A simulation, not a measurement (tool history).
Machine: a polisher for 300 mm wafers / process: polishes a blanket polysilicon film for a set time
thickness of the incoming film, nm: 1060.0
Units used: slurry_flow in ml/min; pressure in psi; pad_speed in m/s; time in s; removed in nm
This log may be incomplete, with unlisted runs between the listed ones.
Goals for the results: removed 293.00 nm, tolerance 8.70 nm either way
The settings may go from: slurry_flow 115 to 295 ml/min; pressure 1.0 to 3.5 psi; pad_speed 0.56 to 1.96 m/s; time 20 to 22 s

Run 1, hour 0.0: slurry_flow 190 ml/min, pressure 2.2 psi, pad_speed 1.26 m/s, time 22 s. Result: removed 192.26 nm.
Run 2, hour 3.5: slurry_flow 190 ml/min, pressure 2.2 psi, pad_speed 1.26 m/s, time 22 s. Result: removed 192.84 nm.
Run 3, hour 10.5: slurry_flow 190 ml/min, pressure 2.7 psi, pad_speed 1.26 m/s, time 22 s. Result: removed 236.12 nm.
Run 4, hour 12.5: slurry_flow 190 ml/min, pressure 2.7 psi, pad_speed 1.26 m/s, time 22 s. Result: removed 234.17 nm.
Run 5, hour 18.4: slurry_flow 195 ml/min, pressure 2.8 psi, pad_speed 1.26 m/s, time 22 s. Result: removed 246.51 nm.
Run 6, hour 21.5: slurry_flow 195 ml/min, pressure 2.8 psi, pad_speed 0.96 m/s, time 22 s. Result: removed 197.63 nm.
Run 7, hour 26.6: slurry_flow 200 ml/min, pressure 2.9 psi, pad_speed 0.98 m/s, time 22 s. Result: removed 207.60 nm.
Run 8, hour 29.1: slurry_flow 200 ml/min, pressure 3.0 psi, pad_speed 1.00 m/s, time 22 s. Result: removed 216.94 nm.
At hour 32.9: head pressure recalibrated.
Run 9, hour 32.9: slurry_flow 200 ml/min, pressure 3.1 psi, pad_speed 1.02 m/s, time 22 s. Result: removed 245.86 nm.
Run 10, hour 36.7: slurry_flow 205 ml/min, pressure 3.2 psi, pad_speed 1.02 m/s, time 22 s. Result: removed 254.92 nm.
Run 11, hour 40.7: slurry_flow 215 ml/min, pressure 3.2 psi, pad_speed 1.02 m/s, time 22 s. Result: removed 253.77 nm.
Run 12, hour 44.7: slurry_flow 220 ml/min, pressure 3.2 psi, pad_speed 1.02 m/s, time 22 s. Result: removed 258.14 nm.
Run 13, hour 51.4: slurry_flow 255 ml/min, pressure 3.4 psi, pad_speed 1.02 m/s, time 22 s. Result: removed 280.69 nm.

Which of these 4 next moves meets every target?
Run A, hour 58.1: slurry_flow 240 ml/min, pressure 3.3 psi, pad_speed 1.04 m/s, time 22 s. Result: removed ?.
Run B, hour 58.1: slurry_flow 255 ml/min, pressure 3.5 psi, pad_speed 0.96 m/s, time 22 s. Result: removed ?.
Run C, hour 58.1: slurry_flow 270 ml/min, pressure 3.4 psi, pad_speed 0.94 m/s, time 22 s. Result: removed ?.
Run D, hour 58.1: slurry_flow 295 ml/min, pressure 3.0 psi, pad_speed 1.26 m/s, time 22 s. Result: removed ?.

move  removed
   A   269.12
   B   269.65
   C   259.30
   D   290.89
A: misses by more than the last run did
B: misses by more than the last run did
C: misses by more than the last run did
D: meets every target
The move that meets every target is D.

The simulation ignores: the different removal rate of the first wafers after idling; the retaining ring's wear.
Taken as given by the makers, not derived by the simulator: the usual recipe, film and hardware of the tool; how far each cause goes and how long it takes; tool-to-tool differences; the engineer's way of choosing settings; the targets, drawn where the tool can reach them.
